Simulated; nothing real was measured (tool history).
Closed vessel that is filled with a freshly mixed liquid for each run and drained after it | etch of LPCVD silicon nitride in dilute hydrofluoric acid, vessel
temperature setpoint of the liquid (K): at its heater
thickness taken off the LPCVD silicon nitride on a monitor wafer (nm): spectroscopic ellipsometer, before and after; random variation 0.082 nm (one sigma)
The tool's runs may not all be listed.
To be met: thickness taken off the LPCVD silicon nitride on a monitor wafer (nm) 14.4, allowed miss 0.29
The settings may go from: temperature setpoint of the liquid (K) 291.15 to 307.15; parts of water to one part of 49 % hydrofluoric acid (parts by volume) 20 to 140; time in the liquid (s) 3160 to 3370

run	hour	temperature setpoint of the liquid (K)	parts of water to one part of 49 % hydrofluoric acid (parts by volume)	time in the liquid (s)	thickness taken off the LPCVD silicon nitride on a monitor wafer (nm)
1	0	299.15	75	3160	27.969
2	4.5	299.15	75	3160	27.995
3	9.4	299.15	90	3160	23.647
4	11	302.65	90	3160	29.192
5	16.8	299.15	90	3160	23.615
6	22.4	299.15	70	3160	30.39
7	28.4	295.15	90	3160	18.012
8	31.2	295.15	90	3160	17.876
9	39.6	291.15	90	3160	13.789

4 next moves are on the table. One of them brings every result within its allowed miss. Which?
A	48	291.65	100	3255	?
B	48	293.65	115	3310	?
C	48	291.15	90	3345	?
D	48	292.65	105	3285	?

move	thickness taken off the LPCVD silicon nitride on a monitor wafer (nm)
A	13.182
B	13.406
C	14.496
D	13.587
A: further off than the last run
B: further off than the last run
C: meets every target
D: further off than the last run
The right move is C.

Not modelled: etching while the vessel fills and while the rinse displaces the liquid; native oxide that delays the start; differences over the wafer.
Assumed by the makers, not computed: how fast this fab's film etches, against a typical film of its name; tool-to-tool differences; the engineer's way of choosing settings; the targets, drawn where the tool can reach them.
